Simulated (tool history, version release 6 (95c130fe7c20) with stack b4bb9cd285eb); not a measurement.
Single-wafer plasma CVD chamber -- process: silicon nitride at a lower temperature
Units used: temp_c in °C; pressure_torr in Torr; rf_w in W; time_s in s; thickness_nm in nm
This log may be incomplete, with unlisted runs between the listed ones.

run  hour  temp_c  pressure_torr  rf_w  time_s  thickness_nm
  1   0.0     325           1.17   375    24.2        29.640
  2   6.1     325           1.08   355    24.1        28.309
  3   6.8     330           1.08   355    24.1        28.169
  4   7.6     330           1.02   335    24.0        26.998
  5  11.9     330           1.22   335    24.0        28.249
  6  18.7     330           1.14   320    23.9        27.008
  7  27.4     330           1.14   320    23.9        26.915
  8  33.5     330           1.07   310    23.8        26.046

Run 9 has not been measured yet. What should we expect?
  9  36.1     330           1.01   305    23.8             ?

thickness_nm: 25.587 nm
